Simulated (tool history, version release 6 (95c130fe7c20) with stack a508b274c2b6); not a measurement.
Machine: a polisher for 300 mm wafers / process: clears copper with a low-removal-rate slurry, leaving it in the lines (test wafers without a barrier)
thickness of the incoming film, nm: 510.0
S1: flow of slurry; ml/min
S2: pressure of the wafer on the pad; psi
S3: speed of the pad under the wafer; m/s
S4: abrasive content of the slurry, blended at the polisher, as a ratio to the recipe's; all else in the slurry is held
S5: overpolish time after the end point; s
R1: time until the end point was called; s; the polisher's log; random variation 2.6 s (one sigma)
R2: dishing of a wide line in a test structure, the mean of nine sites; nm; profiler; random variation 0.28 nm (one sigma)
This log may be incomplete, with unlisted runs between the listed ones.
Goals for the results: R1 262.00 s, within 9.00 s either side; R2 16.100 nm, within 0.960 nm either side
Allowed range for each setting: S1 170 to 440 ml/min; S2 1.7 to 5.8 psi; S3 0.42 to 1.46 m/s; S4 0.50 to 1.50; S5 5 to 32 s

run	hour	S1	S2	S3	S4	S5	R1	R2
1	0.0	280	3.7	0.94	1.00	16	148.49	35.136
2	1.1	280	4.5	0.94	1.00	16	125.12	41.781
3	10.0	280	4.2	0.92	1.00	15	134.96	36.884
4	14.1	280	3.8	0.92	1.00	15	146.99	34.101
5	16.7	280	3.6	0.90	1.00	14	158.73	30.451
6	17.6	280	3.4	0.90	1.00	14	169.46	29.069
7	21.7	280	2.4	0.88	1.00	7	238.73	12.038
8	30.5	280	2.4	0.88	1.00	8	239.49	12.839
9	38.9	280	2.4	0.88	1.00	9	237.81	14.580
10	41.5	280	2.4	0.88	1.00	9	242.85	14.600
# hour 49.5: slurry nozzle cleaned
11	49.5	280	2.3	0.88	1.00	10	237.28	15.550
12	53.4	275	2.0	0.88	1.00	11	274.94	15.195

4 next moves are on the table. One of them brings every result within its allowed miss. Which?
A	57.3	270	1.9	0.88	1.00	14	?	?
B	57.3	290	1.7	0.90	1.45	12	?	?
C	57.3	215	2.5	0.72	1.20	11	?	?
D	57.3	340	1.7	0.96	0.95	13	?	?

move	R1	R2
A	285.32	17.914
B	283.34	15.704
C	256.59	16.040
D	290.96	16.456
A: moves away from the targets compared with the last run
B: moves away from the targets compared with the last run
C: every result within its allowed miss
D: moves away from the targets compared with the last run
Move C is the one to make.
